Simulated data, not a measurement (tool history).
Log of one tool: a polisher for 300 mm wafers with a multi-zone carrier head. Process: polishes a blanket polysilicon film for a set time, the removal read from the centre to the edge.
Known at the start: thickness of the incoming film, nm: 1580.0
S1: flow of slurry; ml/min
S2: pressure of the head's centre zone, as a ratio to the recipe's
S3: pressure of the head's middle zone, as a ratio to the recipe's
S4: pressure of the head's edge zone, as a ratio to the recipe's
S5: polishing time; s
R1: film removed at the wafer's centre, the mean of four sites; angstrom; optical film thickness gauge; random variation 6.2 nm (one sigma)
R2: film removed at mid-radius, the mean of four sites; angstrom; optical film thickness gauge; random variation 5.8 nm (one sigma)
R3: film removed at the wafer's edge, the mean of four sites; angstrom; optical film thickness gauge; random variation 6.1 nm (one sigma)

{"run": 1, "hour": 0.0, "S1": 260, "S2": 1.0, "S3": 1.0, "S4": 1.0, "S5": 44, "R1": 4614.1, "R2": 4700.2, "R3": 4706.6}
{"run": 2, "hour": 3.6, "S1": 265, "S2": 1.03, "S3": 1.02, "S4": 1.04, "S5": 46, "R1": 5010.3, "R2": 4992.1, "R3": 5098.5}
{"run": 3, "hour": 8.3, "S1": 265, "S2": 1.03, "S3": 0.94, "S4": 1.04, "S5": 46, "R1": 5039.7, "R2": 4584.7, "R3": 5030.3}
{"run": 4, "hour": 9.5, "S1": 265, "S2": 1.03, "S3": 0.88, "S4": 1.04, "S5": 46, "R1": 4938.8, "R2": 4412.4, "R3": 4985.1}
{"run": 5, "hour": 14.2, "S1": 275, "S2": 1.05, "S3": 0.96, "S4": 1.07, "S5": 47, "R1": 5135.1, "R2": 4811.3, "R3": 5257.3}
{"run": 6, "hour": 19.3, "S1": 275, "S2": 1.05, "S3": 1.04, "S4": 1.07, "S5": 47, "R1": 5146.2, "R2": 5201.9, "R3": 5211.1}
{"run": 7, "hour": 21.0, "S1": 275, "S2": 1.07, "S3": 1.05, "S4": 1.09, "S5": 49, "R1": 5611.7, "R2": 5396.6, "R3": 5436.3}
{"run": 8, "hour": 28.3, "S1": 285, "S2": 1.07, "S3": 1.06, "S4": 1.11, "S5": 50, "R1": 5616.4, "R2": 5531.5, "R3": 5658.4}
{"run": 9, "hour": 32.2, "S1": 290, "S2": 1.08, "S3": 1.07, "S4": 1.12, "S5": 51, "R1": 5764.0, "R2": 5693.4, "R3": 5796.8}

Forecast run 10:
{"run": 10, "hour": 36.4, "S1": 290, "S2": 1.09, "S3": 1.07, "S4": 1.13, "S5": 51, "R1": "?", "R2": "?", "R3": "?"}

R1: 5855.6 angstrom
R2: 5794.6 angstrom
R3: 5887.8 angstrom
